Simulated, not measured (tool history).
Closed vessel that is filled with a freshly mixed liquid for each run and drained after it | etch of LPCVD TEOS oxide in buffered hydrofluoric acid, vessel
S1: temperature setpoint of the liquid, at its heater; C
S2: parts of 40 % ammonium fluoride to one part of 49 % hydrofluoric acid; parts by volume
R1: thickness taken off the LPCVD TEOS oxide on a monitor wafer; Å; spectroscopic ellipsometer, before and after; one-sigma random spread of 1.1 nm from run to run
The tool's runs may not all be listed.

{"run": 1, "day": 0.0, "S1": 24.0, "S2": 11, "time in the liquid (s)": 105, "R1": 3228.7}
{"run": 2, "day": 0.188, "S1": 22.0, "S2": 11, "time in the liquid (s)": 105, "R1": 2883.2}
{"run": 3, "day": 0.229, "S1": 23.0, "S2": 11, "time in the liquid (s)": 105, "R1": 3041.8}
{"run": 4, "day": 0.325, "S1": 24.5, "S2": 11, "time in the liquid (s)": 105, "R1": 3305.5}
{"run": 5, "day": 0.658, "S1": 25.0, "S2": 11, "time in the liquid (s)": 105, "R1": 3403.8}
{"run": 6, "day": 1.021, "S1": 22.0, "S2": 11, "time in the liquid (s)": 105, "R1": 2876.0}

Run 7, settings as shown, results not yet in. Your forecast:
{"run": 7, "day": 1.275, "S1": 23.0, "S2": 11, "time in the liquid (s)": 105, "R1": "?"}

Run 7 produced R1 3044.3 Å.
